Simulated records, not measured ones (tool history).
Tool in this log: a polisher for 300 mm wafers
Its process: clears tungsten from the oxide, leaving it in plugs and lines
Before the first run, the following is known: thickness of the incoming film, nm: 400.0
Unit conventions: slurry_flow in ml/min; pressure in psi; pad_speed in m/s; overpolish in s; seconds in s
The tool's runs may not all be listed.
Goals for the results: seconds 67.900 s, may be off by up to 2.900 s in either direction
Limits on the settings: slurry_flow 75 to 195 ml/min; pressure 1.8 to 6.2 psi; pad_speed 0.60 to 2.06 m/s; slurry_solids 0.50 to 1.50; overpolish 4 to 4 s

run,hour,slurry_flow,pressure,pad_speed,slurry_solids,overpolish,seconds
1,0.0,125,4.0,1.32,1.00,4,49.139
2,4.8,120,3.7,1.32,1.00,4,51.783
3,9.5,120,3.4,1.32,1.00,4,54.941
4,17.2,120,3.2,1.32,1.00,4,57.929
5,18.6,120,3.0,1.32,1.00,4,61.352
6,25.0,120,3.8,1.32,1.00,4,49.866
7,31.9,120,3.5,1.32,1.00,4,55.347
8,33.6,120,3.3,1.32,1.00,4,57.335
9,41.2,105,2.6,1.30,1.00,4,70.628

Exactly one of the 4 candidate moves below puts every result within its allowed miss. Which one?
A,48.8,135,3.0,1.20,1.10,4,?
B,48.8,125,1.9,1.66,0.75,4,?
C,48.8,105,3.8,0.88,1.00,4,?
D,48.8,100,2.4,1.48,1.00,4,?

move,seconds
A,62.246
B,73.217
C,71.607
D,67.107
A: pushes the last run's worst result past its target
B: moves away from the targets compared with the last run
C: moves away from the targets compared with the last run
D: every result lands within tolerance
Move D is the one to make.
